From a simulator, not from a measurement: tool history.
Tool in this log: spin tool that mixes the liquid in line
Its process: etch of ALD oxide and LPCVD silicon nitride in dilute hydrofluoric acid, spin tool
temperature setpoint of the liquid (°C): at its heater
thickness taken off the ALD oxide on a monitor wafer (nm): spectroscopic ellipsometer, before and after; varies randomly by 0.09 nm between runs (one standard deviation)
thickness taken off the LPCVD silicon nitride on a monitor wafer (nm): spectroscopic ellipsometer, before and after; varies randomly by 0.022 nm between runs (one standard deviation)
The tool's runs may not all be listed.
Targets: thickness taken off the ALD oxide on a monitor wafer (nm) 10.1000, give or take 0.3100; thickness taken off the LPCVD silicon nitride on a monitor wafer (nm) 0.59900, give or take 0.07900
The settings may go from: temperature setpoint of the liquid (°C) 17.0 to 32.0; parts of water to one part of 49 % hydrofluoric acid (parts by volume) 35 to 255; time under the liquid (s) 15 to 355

run	hour	temperature setpoint of the liquid (°C)	parts of water to one part of 49 % hydrofluoric acid (parts by volume)	time under the liquid (s)	thickness taken off the ALD oxide on a monitor wafer (nm)	thickness taken off the LPCVD silicon nitride on a monitor wafer (nm)
1	0.0	24.0	145	180	11.6220	0.60311
2	7.4	24.0	115	180	15.3300	0.76806
3	12.7	24.0	130	185	13.6800	0.67044
4	19.2	24.5	140	185	12.8950	0.64938
5	19.9	24.5	120	185	15.2680	0.83966
6	23.3	25.0	135	185	13.2870	0.72868
7	30.9	25.5	145	185	12.8750	0.69881
8	37.1	25.5	155	185	11.7980	0.65090
9	38.9	26.0	160	185	11.6670	0.62396
10	42.6	26.0	165	185	11.0690	0.64293
11	47.4	26.0	170	185	10.7440	0.65007

Next run, 4 choices. One meets every target within its allowed miss, the rest don't. Which?
A	52.2	27.0	175	175	?	?
B	52.2	20.5	95	100	?	?
C	52.2	25.0	160	155	?	?
D	52.2	21.0	130	145	?	?

move	thickness taken off the ALD oxide on a monitor wafer (nm)	thickness taken off the LPCVD silicon nitride on a monitor wafer (nm)
A	10.1240	0.62735
B	9.0917	0.42938
C	9.2697	0.53581
D	9.4541	0.47383
A: all results land within tolerance of their targets
B: takes the biggest miss from the last run beyond its target
C: takes the biggest miss from the last run beyond its target
D: takes the biggest miss from the last run beyond its target
So the answer is move A, the one that meets all the targets.
